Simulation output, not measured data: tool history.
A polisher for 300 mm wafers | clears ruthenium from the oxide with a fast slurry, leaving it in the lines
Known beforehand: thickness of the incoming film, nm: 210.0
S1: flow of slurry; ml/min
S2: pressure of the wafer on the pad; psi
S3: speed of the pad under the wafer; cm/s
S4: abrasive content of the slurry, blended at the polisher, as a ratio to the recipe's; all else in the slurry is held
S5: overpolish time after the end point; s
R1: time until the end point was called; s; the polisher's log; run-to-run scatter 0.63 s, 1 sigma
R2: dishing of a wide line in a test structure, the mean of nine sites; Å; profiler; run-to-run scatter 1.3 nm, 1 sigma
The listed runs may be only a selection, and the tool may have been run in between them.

Run 1, hour 0: S1 255 ml/min, S2 2.7 psi, S3 76 cm/s, S4 1, S5 21 s. Result: R1 86.275 s, R2 377.14 Å.
Run 2, hour 1.4: S1 255 ml/min, S2 2.9 psi, S3 76 cm/s, S4 1, S5 22 s. Result: R1 82.193 s, R2 402.79 Å.
Run 3, hour 4.9: S1 255 ml/min, S2 3.1 psi, S3 76 cm/s, S4 1, S5 23 s. Result: R1 77.77 s, R2 431.84 Å.
Run 4, hour 11.6: S1 255 ml/min, S2 3.1 psi, S3 76 cm/s, S4 1.15, S5 23 s. Result: R1 73.69 s, R2 486.06 Å.
Run 5, hour 17.6: S1 255 ml/min, S2 3.2 psi, S3 76 cm/s, S4 1.15, S5 24 s. Result: R1 70.493 s, R2 495.17 Å.
Run 6, hour 20.7: S1 255 ml/min, S2 3.2 psi, S3 76 cm/s, S4 0.95, S5 24 s. Result: R1 77.978 s, R2 458.41 Å.
Run 7, hour 25.8: S1 255 ml/min, S2 3.3 psi, S3 76 cm/s, S4 0.95, S5 25 s. Result: R1 77.915 s, R2 489.92 Å.

What will run 8 give?
Run 8, hour 27.9: S1 260 ml/min, S2 4 psi, S3 78 cm/s, S4 0.95, S5 26 s. Result: R1 ?, R2 ?.

Run 8 yielded R1 64.258 s, R2 586.79 Å.
